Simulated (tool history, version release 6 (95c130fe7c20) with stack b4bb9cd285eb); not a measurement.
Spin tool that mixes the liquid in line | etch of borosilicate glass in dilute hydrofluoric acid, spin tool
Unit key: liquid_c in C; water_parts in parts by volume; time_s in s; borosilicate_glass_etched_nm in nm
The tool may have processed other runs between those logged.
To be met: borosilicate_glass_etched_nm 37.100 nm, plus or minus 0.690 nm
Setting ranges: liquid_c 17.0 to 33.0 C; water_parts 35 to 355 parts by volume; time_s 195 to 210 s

run,hour,liquid_c,water_parts,time_s,borosilicate_glass_etched_nm
1,0.0,25.0,195,195,49.866
2,0.7,25.0,195,210,53.859
3,2.9,25.0,195,195,50.392
4,5.1,25.0,195,195,49.991
5,8.4,22.5,195,195,45.467
6,16.2,21.5,195,195,43.722
7,17.4,21.0,195,195,43.291
8,19.7,20.5,195,195,42.178

Exercise: of the 4 proposed moves below, exactly one satisfies all targets within the stated allowed misses. Which move is it?
A,22.0,22.5,245,200,?
B,22.0,19.5,180,210,?
C,22.0,21.0,225,200,?
D,22.0,20.0,220,195,?

move,borosilicate_glass_etched_nm
A,35.399
B,48.157
C,37.185
D,35.874
A: moves the result that the last run missed by most past its target, out the other side
B: further off than the last run
C: in spec on every target
D: moves the result that the last run missed by most past its target, out the other side
Correct choice: C, which meets every target
